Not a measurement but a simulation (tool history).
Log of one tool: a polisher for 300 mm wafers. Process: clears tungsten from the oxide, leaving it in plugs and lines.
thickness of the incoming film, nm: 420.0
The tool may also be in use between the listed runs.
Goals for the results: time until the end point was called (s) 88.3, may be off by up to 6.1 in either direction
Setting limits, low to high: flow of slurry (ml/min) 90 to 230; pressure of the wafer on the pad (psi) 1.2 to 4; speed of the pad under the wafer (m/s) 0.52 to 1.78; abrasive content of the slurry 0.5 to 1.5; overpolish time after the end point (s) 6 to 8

| run | day | flow of slurry (ml/min) | pressure of the wafer on the pad (psi) | speed of the pad under the wafer (m/s) | abrasive content of the slurry | overpolish time after the end point (s) | time until the end point was called (s) |
|---|---|---|---|---|---|---|---|
| 1 | 0 | 150 | 2.6 | 1.14 | 1 | 8 | 152.62 |
| 2 | 0.058 | 150 | 2.6 | 1.14 | 1.1 | 8 | 157.81 |
| 3 | 0.288 | 150 | 2.7 | 1.14 | 1.1 | 8 | 148.29 |
| 4 | 0.408 | 120 | 2.7 | 1.14 | 1.1 | 8 | 146.87 |
| 5 | 0.688 | 120 | 2.8 | 1.14 | 1.1 | 8 | 144.21 |
| 6 | 1.021 | 120 | 2.9 | 1.16 | 1.1 | 8 | 136.86 |
|  | 1.283 | slurry tank refilled with fresh slurry and peroxide |
| 7 | 1.283 | 120 | 3 | 1.18 | 1.1 | 8 | 117.38 |
| 8 | 1.392 | 120 | 3 | 1.18 | 1.1 | 8 | 114.69 |
| 9 | 1.425 | 120 | 3.2 | 1.18 | 1.1 | 8 | 104.87 |
| 10 | 1.488 | 120 | 3.4 | 1.18 | 1.1 | 8 | 103.66 |
| 11 | 1.762 | 120 | 3.6 | 1.2 | 1.1 | 8 | 97.646 |

Exactly one of the 5 candidate moves below puts every result within its allowed miss. Which one?
| A | 2.038 | 110 | 2.6 | 1.68 | 1.05 | 6 | ? |
| B | 2.038 | 195 | 3.7 | 0.94 | 1.3 | 6 | ? |
| C | 2.038 | 95 | 3.8 | 1.06 | 1.15 | 8 | ? |
| D | 2.038 | 130 | 2.7 | 1.44 | 0.9 | 8 | ? |
| E | 2.038 | 115 | 3.8 | 1.24 | 1.05 | 8 | ? |

| move | time until the end point was called (s) |
|---|---|
| A | 98.401 |
| B | 105.47 |
| C | 109.36 |
| D | 108.65 |
| E | 90.364 |
A: misses by more than the last run did
B: misses by more than the last run did
C: misses by more than the last run did
D: misses by more than the last run did
E: every result within its allowed miss
Answer: E
